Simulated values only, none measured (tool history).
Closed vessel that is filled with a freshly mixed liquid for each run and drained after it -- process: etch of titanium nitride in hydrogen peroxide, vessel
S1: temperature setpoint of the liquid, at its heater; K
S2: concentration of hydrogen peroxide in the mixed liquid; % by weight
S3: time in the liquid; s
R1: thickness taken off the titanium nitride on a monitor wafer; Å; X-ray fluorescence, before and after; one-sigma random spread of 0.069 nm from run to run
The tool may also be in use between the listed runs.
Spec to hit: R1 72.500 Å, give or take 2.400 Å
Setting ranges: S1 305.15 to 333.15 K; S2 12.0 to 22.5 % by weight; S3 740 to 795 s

run  hour      S1    S2   S3       R1
  1   0.0  317.15  15.5  740  193.800
  2   3.6  317.15  18.5  740  201.120
  3   4.8  317.15  18.5  740  203.130
  4  11.6  314.65  17.0  740  164.320
  5  15.5  312.65  16.0  740  140.320
  6  22.2  312.65  18.0  740  143.110
  7  28.3  311.15  17.0  740  126.510
  8  30.2  310.15  16.0  740  112.480
  9  39.2  309.15  15.5  740  103.680

Below are 5 possible settings for the next run. Only one of them brings all results inside the allowed miss of their targets. Which is it?
  A  48.2  307.65  12.0  740   ?
  B  48.2  305.15  17.5  740   ?
  C  48.2  305.15  12.0  740   ?
  D  48.2  311.15  15.0  795   ?
  E  48.2  305.65  16.0  740   ?

move       R1
   A   87.935
   B   77.870
   C   71.932
   D  130.430
   E   79.559
A: an improvement on the last run, though not all results are within tolerance
B: an improvement on the last run, though not all results are within tolerance
C: every result within its allowed miss
D: lands further from the targets than the last run did
E: an improvement on the last run, though not all results are within tolerance
Correct choice: C, which meets every target
